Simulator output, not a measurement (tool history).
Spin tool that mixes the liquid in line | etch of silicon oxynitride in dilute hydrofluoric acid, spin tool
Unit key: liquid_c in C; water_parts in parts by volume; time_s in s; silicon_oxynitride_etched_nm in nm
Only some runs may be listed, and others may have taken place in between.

Run 1, day 0: liquid_c 24 C, water_parts 85 parts by volume, time_s 50 s. Result: silicon_oxynitride_etched_nm 1.0685 nm.
Run 2, day 0.096: liquid_c 24 C, water_parts 95 parts by volume, time_s 50 s. Result: silicon_oxynitride_etched_nm 0.93976 nm.
Run 3, day 0.388: liquid_c 22.5 C, water_parts 100 parts by volume, time_s 50 s. Result: silicon_oxynitride_etched_nm 0.82377 nm.
Run 4, day 0.65: liquid_c 22.5 C, water_parts 115 parts by volume, time_s 50 s. Result: silicon_oxynitride_etched_nm 0.71567 nm.
Run 5, day 0.7: liquid_c 22.5 C, water_parts 100 parts by volume, time_s 50 s. Result: silicon_oxynitride_etched_nm 0.82722 nm.
Run 6, day 0.854: liquid_c 22.5 C, water_parts 100 parts by volume, time_s 30 s. Result: silicon_oxynitride_etched_nm 0.49439 nm.
Run 7, day 1.05: liquid_c 23 C, water_parts 100 parts by volume, time_s 30 s. Result: silicon_oxynitride_etched_nm 0.50951 nm.
Run 8, day 1.296: liquid_c 23.5 C, water_parts 100 parts by volume, time_s 30 s. Result: silicon_oxynitride_etched_nm 0.51756 nm.
Run 9, day 1.558: liquid_c 23.5 C, water_parts 100 parts by volume, time_s 30 s. Result: silicon_oxynitride_etched_nm 0.52123 nm.
Run 10, day 1.712: liquid_c 23.5 C, water_parts 95 parts by volume, time_s 30 s. Result: silicon_oxynitride_etched_nm 0.55449 nm.
Run 11, day 1.996: liquid_c 24 C, water_parts 95 parts by volume, time_s 30 s. Result: silicon_oxynitride_etched_nm 0.56193 nm.
Run 12, day 2.338: liquid_c 23.5 C, water_parts 95 parts by volume, time_s 30 s. Result: silicon_oxynitride_etched_nm 0.54707 nm.

Run 13 is up next; what results do you expect?
Run 13, day 2.508: liquid_c 24.5 C, water_parts 95 parts by volume, time_s 30 s. Result: silicon_oxynitride_etched_nm ?.

silicon_oxynitride_etched_nm: 0.57965 nm

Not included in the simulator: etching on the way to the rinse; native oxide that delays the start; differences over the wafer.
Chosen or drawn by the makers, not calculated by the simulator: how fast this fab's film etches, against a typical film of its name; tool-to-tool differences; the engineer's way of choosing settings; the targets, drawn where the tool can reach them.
